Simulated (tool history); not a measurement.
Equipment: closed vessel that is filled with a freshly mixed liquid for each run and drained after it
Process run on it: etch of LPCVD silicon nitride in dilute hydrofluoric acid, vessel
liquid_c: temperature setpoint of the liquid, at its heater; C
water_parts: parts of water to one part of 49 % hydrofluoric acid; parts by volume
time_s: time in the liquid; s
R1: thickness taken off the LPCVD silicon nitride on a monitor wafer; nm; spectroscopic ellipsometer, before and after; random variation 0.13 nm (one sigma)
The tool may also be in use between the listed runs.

run 1 hour=0.0 | liquid_c=23.0 water_parts=135 time_s=2755 | R1=8.4567
run 2 hour=6.0 | liquid_c=23.0 water_parts=135 time_s=2965 | R1=9.2179
run 3 hour=11.3 | liquid_c=25.0 water_parts=135 time_s=2965 | R1=10.4930
run 4 hour=19.1 | liquid_c=25.0 water_parts=135 time_s=2965 | R1=10.4560
run 5 hour=22.9 | liquid_c=25.0 water_parts=115 time_s=2965 | R1=12.1500
run 6 hour=31.3 | liquid_c=26.0 water_parts=115 time_s=2965 | R1=13.0680
run 7 hour=39.7 | liquid_c=26.5 water_parts=115 time_s=2965 | R1=13.5780
run 8 hour=43.8 | liquid_c=27.0 water_parts=115 time_s=2965 | R1=13.8050

Run 9 has not been measured yet. What should we expect?
run 9 hour=47.7 | liquid_c=27.5 water_parts=115 time_s=2965 | R1=?

R1: 14.3340 nm
